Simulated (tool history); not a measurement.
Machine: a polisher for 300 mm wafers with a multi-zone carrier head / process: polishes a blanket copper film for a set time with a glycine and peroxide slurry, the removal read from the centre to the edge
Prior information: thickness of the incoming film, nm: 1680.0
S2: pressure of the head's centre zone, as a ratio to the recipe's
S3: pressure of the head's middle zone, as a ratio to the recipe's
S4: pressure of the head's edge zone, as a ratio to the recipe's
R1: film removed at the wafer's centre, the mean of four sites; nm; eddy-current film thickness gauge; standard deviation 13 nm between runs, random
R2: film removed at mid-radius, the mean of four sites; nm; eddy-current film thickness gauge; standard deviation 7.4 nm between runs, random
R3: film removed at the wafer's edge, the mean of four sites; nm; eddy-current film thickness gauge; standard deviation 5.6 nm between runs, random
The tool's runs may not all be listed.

Run 1, hour 0.0: flow of slurry (ml/min) 280, S2 1.00, S3 1.00, S4 1.00, polishing time (s) 80. Result: R1 565.31 nm, R2 577.84 nm, R3 587.38 nm.
Run 2, hour 5.7: flow of slurry (ml/min) 345, S2 1.00, S3 1.00, S4 1.00, polishing time (s) 80. Result: R1 592.33 nm, R2 587.33 nm, R3 587.95 nm.
Run 3, hour 9.9: flow of slurry (ml/min) 345, S2 1.00, S3 1.00, S4 1.08, polishing time (s) 80. Result: R1 569.38 nm, R2 586.29 nm, R3 613.29 nm.
Run 4, hour 15.7: flow of slurry (ml/min) 345, S2 1.00, S3 1.05, S4 1.08, polishing time (s) 80. Result: R1 584.70 nm, R2 622.44 nm, R3 609.95 nm.
Run 5, hour 17.1: flow of slurry (ml/min) 390, S2 1.00, S3 1.05, S4 1.08, polishing time (s) 80. Result: R1 595.61 nm, R2 627.57 nm, R3 613.82 nm.
Run 6, hour 19.0: flow of slurry (ml/min) 390, S2 1.00, S3 1.05, S4 1.08, polishing time (s) 99. Result: R1 729.49 nm, R2 764.69 nm, R3 767.56 nm.
Run 7, hour 24.2: flow of slurry (ml/min) 395, S2 1.03, S3 1.06, S4 1.09, polishing time (s) 100. Result: R1 744.15 nm, R2 800.81 nm, R3 776.89 nm.

Predict the results of run 8:
Run 8, hour 29.9: flow of slurry (ml/min) 405, S2 1.06, S3 1.04, S4 1.07, polishing time (s) 102. Result: R1 ?, R2 ?, R3 ?.

R1: 797.36 nm
R2: 777.41 nm
R3: 779.74 nm
